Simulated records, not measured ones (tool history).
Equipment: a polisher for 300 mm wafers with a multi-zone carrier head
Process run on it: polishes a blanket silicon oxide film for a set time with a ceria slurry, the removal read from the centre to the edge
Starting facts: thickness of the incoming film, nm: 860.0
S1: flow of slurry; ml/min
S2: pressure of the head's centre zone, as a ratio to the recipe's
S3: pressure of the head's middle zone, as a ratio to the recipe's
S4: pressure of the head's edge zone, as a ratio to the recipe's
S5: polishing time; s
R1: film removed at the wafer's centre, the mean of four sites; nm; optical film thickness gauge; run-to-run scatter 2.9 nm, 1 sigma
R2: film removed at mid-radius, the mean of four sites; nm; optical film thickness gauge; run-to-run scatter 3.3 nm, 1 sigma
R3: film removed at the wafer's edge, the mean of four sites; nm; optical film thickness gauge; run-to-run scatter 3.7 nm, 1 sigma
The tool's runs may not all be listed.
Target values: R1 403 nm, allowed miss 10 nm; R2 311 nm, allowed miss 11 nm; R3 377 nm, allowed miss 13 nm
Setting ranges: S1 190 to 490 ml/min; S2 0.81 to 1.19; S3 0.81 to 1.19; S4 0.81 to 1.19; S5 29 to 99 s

{"run": 1, "hour": 0.0, "S1": 315, "S2": 1, "S3": 1, "S4": 1, "S5": 64, "R1": 263.41, "R2": 256.86, "R3": 277.26}
{"run": 2, "hour": 7.4, "S1": 315, "S2": 0.93, "S3": 1, "S4": 1, "S5": 64, "R1": 247.06, "R2": 265.27, "R3": 272.25}
{"run": 3, "hour": 10.3, "S1": 325, "S2": 0.98, "S3": 1, "S4": 1.01, "S5": 67, "R1": 275.18, "R2": 269.65, "R3": 292.46}
{"run": 4, "hour": 12.2, "S1": 340, "S2": 1.02, "S3": 1.02, "S4": 1.03, "S5": 69, "R1": 289.58, "R2": 288.49, "R3": 300.03}
{"run": 5, "hour": 14.4, "S1": 340, "S2": 1.05, "S3": 1, "S4": 1.04, "S5": 71, "R1": 312.19, "R2": 288.74, "R3": 307.62}
{"run": 6, "hour": 18.8, "S1": 340, "S2": 1.05, "S3": 0.96, "S4": 1.04, "S5": 71, "R1": 310.05, "R2": 278.08, "R3": 312.56}
{"run": 7, "hour": 27.2, "S1": 340, "S2": 1.07, "S3": 0.95, "S4": 1.05, "S5": 73, "R1": 324.46, "R2": 288.98, "R3": 323.29}
{"run": 8, "hour": 28.7, "S1": 340, "S2": 1.09, "S3": 0.94, "S4": 1.06, "S5": 75, "R1": 341.28, "R2": 296.74, "R3": 326.42}
{"run": 9, "hour": 35.2, "S1": 355, "S2": 1.1, "S3": 0.92, "S4": 1.08, "S5": 76, "R1": 348.23, "R2": 292.21, "R3": 338.1}
{"run": 10, "hour": 36.4, "S1": 355, "S2": 1.1, "S3": 0.92, "S4": 1.08, "S5": 76, "R1": 346.1, "R2": 292.22, "R3": 343.98}

Exercise: of the 5 proposed moves below, exactly one satisfies all targets within the stated allowed misses. Which move is it?
{"run": "A", "hour": 37.6, "S1": 360, "S2": 1.05, "S3": 0.9, "S4": 1.11, "S5": 72, "R1": "?", "R2": "?", "R3": "?"}
{"run": "B", "hour": 37.6, "S1": 190, "S2": 1.19, "S3": 0.96, "S4": 0.87, "S5": 81, "R1": "?", "R2": "?", "R3": "?"}
{"run": "C", "hour": 37.6, "S1": 435, "S2": 1.13, "S3": 0.93, "S4": 1.1, "S5": 76, "R1": "?", "R2": "?", "R3": "?"}
{"run": "D", "hour": 37.6, "S1": 315, "S2": 1.1, "S3": 1.13, "S4": 1.13, "S5": 66, "R1": "?", "R2": "?", "R3": "?"}
{"run": "E", "hour": 37.6, "S1": 485, "S2": 1.15, "S3": 0.88, "S4": 1.11, "S5": 81, "R1": "?", "R2": "?", "R3": "?"}

move=A R1=316.78 R2=273.44 R3=324.02
move=B R1=374.68 R2=302.85 R3=307.78
move=C R1=365.6 R2=300.5 R3=343.94
move=D R1=301.03 R2=299.81 R3=296.26
move=E R1=399.46 R2=308.11 R3=370.46
A: the biggest miss grows against the last run
B: closes in on the targets versus the last run, not all within tolerance yet
C: closes in on the targets versus the last run, not all within tolerance yet
D: the biggest miss grows against the last run
E: each result inside its tolerance
So the answer is move E, the one that meets all the targets.

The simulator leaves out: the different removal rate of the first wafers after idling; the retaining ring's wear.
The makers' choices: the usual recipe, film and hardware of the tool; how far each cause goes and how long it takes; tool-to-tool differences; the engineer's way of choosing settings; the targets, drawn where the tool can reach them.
